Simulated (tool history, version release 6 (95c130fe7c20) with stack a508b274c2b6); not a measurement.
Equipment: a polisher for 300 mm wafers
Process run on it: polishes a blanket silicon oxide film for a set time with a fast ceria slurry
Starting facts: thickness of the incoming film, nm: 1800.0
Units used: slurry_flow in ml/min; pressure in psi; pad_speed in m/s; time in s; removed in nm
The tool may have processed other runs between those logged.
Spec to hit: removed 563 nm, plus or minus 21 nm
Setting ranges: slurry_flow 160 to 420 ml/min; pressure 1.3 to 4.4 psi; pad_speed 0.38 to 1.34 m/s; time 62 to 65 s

| run | hour | slurry_flow | pressure | pad_speed | time | removed |
|---|---|---|---|---|---|---|
| 1 | 0 | 270 | 2.8 | 0.86 | 62 | 997.91 |
| 2 | 1.5 | 220 | 2.8 | 0.86 | 62 | 966.59 |
| 3 | 4.6 | 255 | 2.8 | 0.86 | 62 | 992.31 |
| 4 | 10.1 | 255 | 2.2 | 0.86 | 62 | 770.49 |
| 5 | 11.6 | 255 | 2.2 | 1.04 | 62 | 924.48 |
| 6 | 17 | 255 | 2.1 | 1.02 | 62 | 868.76 |
| 7 | 19.2 | 250 | 1.3 | 0.88 | 62 | 474.2 |
| 8 | 27 | 255 | 1.3 | 0.88 | 62 | 483.39 |
| 9 | 29.2 | 260 | 1.3 | 0.88 | 62 | 485.04 |
| 10 | 37.8 | 260 | 1.3 | 0.88 | 62 | 483.05 |
| 11 | 42 | 265 | 1.3 | 0.88 | 62 | 489.07 |
| 12 | 50.2 | 275 | 1.3 | 0.88 | 62 | 475.38 |

Which of these 4 next moves meets every target?
| A | 58.4 | 245 | 1.7 | 0.84 | 65 | ? |
| B | 58.4 | 310 | 1.3 | 0.7 | 62 | ? |
| C | 58.4 | 270 | 1.3 | 0.92 | 62 | ? |
| D | 58.4 | 245 | 1.3 | 1.02 | 64 | ? |

| move | removed |
|---|---|
| A | 626.17 |
| B | 402.76 |
| C | 507.37 |
| D | 569.93 |
A: the result that was furthest off in the last run now lies on the other side of its target
B: the biggest miss grows against the last run
C: better than the last run, though not everything is in spec
D: every result lands within tolerance
Go with D: it meets all targets.
